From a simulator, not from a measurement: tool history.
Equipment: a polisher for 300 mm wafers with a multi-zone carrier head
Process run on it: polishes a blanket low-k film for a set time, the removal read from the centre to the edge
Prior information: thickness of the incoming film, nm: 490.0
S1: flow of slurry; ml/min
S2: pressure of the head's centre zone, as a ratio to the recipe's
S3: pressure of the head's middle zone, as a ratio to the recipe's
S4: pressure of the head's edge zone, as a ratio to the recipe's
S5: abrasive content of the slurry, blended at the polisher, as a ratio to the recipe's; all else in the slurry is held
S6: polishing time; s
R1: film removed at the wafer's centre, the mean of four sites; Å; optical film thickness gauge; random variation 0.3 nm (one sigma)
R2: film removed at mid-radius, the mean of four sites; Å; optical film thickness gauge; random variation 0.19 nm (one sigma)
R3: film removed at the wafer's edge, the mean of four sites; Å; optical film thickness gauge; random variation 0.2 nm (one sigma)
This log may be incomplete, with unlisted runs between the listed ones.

Run 1, day 0.000: S1 320 ml/min, S2 1.00, S3 1.00, S4 1.00, S5 1.00, S6 60 s. Result: R1 253.11 Å, R2 282.29 Å, R3 287.73 Å.
Run 2, day 0.342: S1 315 ml/min, S2 1.00, S3 0.97, S4 0.99, S5 0.95, S6 60 s. Result: R1 240.72 Å, R2 267.30 Å, R3 276.44 Å.
Run 3, day 0.546: S1 315 ml/min, S2 1.00, S3 0.97, S4 0.99, S5 0.95, S6 66 s. Result: R1 272.99 Å, R2 290.50 Å, R3 308.51 Å.
Run 4, day 0.654: S1 310 ml/min, S2 1.00, S3 0.94, S4 0.97, S5 0.90, S6 66 s. Result: R1 263.68 Å, R2 277.52 Å, R3 293.68 Å.
Run 5, day 0.742: S1 310 ml/min, S2 1.00, S3 0.94, S4 0.97, S5 1.10, S6 66 s. Result: R1 288.30 Å, R2 306.80 Å, R3 321.69 Å.
Run 6, day 1.067: S1 310 ml/min, S2 1.00, S3 0.97, S4 0.97, S5 1.10, S6 66 s. Result: R1 290.02 Å, R2 313.12 Å, R3 319.99 Å.
Run 7, day 1.167: S1 310 ml/min, S2 1.00, S3 0.97, S4 0.97, S5 1.10, S6 66 s. Result: R1 289.10 Å, R2 311.43 Å, R3 323.81 Å.
Run 8, day 1.450: S1 295 ml/min, S2 1.00, S3 0.94, S4 0.97, S5 1.00, S6 66 s. Result: R1 274.23 Å, R2 290.68 Å, R3 309.73 Å.

Predict the results of run 9:
At day 1.638: centre zone pressure recalibrated.
Run 9, day 1.638: S1 295 ml/min, S2 1.00, S3 0.92, S4 0.96, S5 0.95, S6 66 s. Result: R1 ?, R2 ?, R3 ?.

Run 9 measured R1 303.51 Å, R2 279.63 Å, R3 301.27 Å.
